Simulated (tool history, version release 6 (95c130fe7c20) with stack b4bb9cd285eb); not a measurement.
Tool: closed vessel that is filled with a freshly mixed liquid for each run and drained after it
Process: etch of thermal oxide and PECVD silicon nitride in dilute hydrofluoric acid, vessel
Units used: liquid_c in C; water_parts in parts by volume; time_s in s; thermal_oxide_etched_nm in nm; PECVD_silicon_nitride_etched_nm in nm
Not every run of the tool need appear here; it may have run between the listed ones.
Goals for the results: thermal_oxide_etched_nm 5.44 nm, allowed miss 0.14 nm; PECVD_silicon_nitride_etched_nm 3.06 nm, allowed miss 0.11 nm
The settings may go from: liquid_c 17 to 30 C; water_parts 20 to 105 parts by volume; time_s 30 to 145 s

run	day	liquid_c	water_parts	time_s	thermal_oxide_etched_nm	PECVD_silicon_nitride_etched_nm
1	0	22	55	75	6.976	3.6436
2	0.246	22.5	60	75	6.448	3.3947
3	0.442	26	60	75	7.4392	4.2549
4	0.75	25.5	65	75	6.7441	3.7899
5	1.112	25.5	70	75	6.1227	3.5696
6	1.438	25	70	75	6.0832	3.4535
7	1.65	24.5	70	75	5.9627	3.397
8	1.754	24	70	75	5.7746	3.2542
9	1.962	23.5	70	75	5.7453	3.1682
10	2.15	23.5	75	75	5.3033	2.9458

Consider the 5 candidate settings below. Which is the only one whose results all fall within their allowed miss of target?
A	2.338	21.5	75	80	?	?
B	2.338	26.5	80	70	?	?
C	2.338	23	70	70	?	?
D	2.338	24.5	90	85	?	?
E	2.338	25.5	55	50	?	?

move	thermal_oxide_etched_nm	PECVD_silicon_nitride_etched_nm
A	5.213	2.727
B	5.1973	3.1235
C	5.2295	2.8257
D	5.1162	2.9607
E	5.3675	3.0239
A: its largest miss is bigger than the last run's
B: brings the result that was furthest off to its target, and leaves another outside
C: its largest miss is bigger than the last run's
D: brings the result that was furthest off to its target, and leaves another outside
E: all results in spec
Move E is the one to make.
